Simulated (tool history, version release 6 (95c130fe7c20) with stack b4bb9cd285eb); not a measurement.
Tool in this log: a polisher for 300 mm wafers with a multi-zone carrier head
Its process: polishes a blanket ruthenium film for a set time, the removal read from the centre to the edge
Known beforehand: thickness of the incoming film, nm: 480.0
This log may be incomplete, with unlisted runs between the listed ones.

| run | day | flow of slurry (ml/min) | pressure of the head's centre zone | pressure of the head's middle zone | pressure of the head's edge zone | polishing time (s) | film removed at the wafer's centre (Å) | film removed at mid-radius (Å) | film removed at the wafer's edge (Å) |
|---|---|---|---|---|---|---|---|---|---|
| 1 | 0.000 | 120 | 1.00 | 1.00 | 1.00 | 75 | 1035.10 | 1037.60 | 1061.90 |
| 2 | 0.117 | 120 | 1.00 | 1.00 | 1.00 | 90 | 1247.10 | 1237.80 | 1265.10 |
| 3 | 0.354 | 110 | 0.97 | 0.95 | 1.00 | 83 | 1077.90 | 1067.40 | 1151.50 |
| 4 | 0.429 | 100 | 0.95 | 0.91 | 1.00 | 78 | 973.53 | 948.19 | 1076.40 |
| 5 | 0.604 | 95 | 0.93 | 0.88 | 0.99 | 75 | 892.02 | 893.42 | 1002.70 |
| 6 | 0.846 | 90 | 0.93 | 0.86 | 1.01 | 73 | 861.53 | 836.59 | 982.96 |

What will run 7 give?
| 7 | 1.188 | 70 | 0.90 | 0.81 | 0.99 | 69 | ? | ? | ? |

Run 7 gave film removed at the wafer's centre (Å) 715.60, film removed at mid-radius (Å) 693.34, film removed at the wafer's edge (Å) 863.46.

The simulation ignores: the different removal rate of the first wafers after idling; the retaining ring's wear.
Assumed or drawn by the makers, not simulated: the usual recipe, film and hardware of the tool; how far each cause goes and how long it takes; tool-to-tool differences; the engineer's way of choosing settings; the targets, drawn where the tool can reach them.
